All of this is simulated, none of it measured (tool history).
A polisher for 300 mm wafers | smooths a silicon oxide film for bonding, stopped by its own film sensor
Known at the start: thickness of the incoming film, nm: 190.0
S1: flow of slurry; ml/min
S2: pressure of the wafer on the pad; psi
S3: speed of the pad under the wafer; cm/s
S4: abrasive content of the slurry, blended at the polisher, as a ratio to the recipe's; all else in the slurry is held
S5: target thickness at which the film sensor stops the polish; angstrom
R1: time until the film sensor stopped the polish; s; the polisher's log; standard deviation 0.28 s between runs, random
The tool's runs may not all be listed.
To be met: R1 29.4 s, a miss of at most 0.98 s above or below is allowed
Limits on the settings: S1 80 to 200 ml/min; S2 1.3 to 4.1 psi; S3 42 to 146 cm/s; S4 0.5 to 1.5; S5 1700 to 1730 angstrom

run	hour	S1	S2	S3	S4	S5	R1
1	0	130	2.7	94	1	1700	22.076
2	5.9	130	2.7	94	1.15	1700	20.66
3	6.9	130	2.6	94	1.15	1700	21.543
4	15.8	130	2.6	94	0.95	1700	23.584
5	23.9	130	2.6	94	0.95	1730	20.072
6	27.5	130	2.5	94	0.95	1730	20.618
7	29.4	130	2.4	94	0.95	1730	20.995
8	34.1	130	2.3	92	0.95	1730	23.1
9	35.7	110	1.7	92	0.95	1730	31.651
10	38	120	1.7	92	0.95	1730	30.894

4 next moves are on the table. One of them brings every result within its allowed miss. Which?
A	40.3	135	2.1	92	1	1710	?
B	40.3	120	1.9	96	1.1	1720	?
C	40.3	130	1.4	106	1.05	1730	?
D	40.3	110	2.1	96	0.95	1700	?

move	R1
A	27.071
B	26.881
C	31.443
D	29.247
A: carries the result that was furthest off beyond its target, to the other side
B: carries the result that was furthest off beyond its target, to the other side
C: its largest miss is bigger than the last run's
D: in spec on every target
The right move is D.
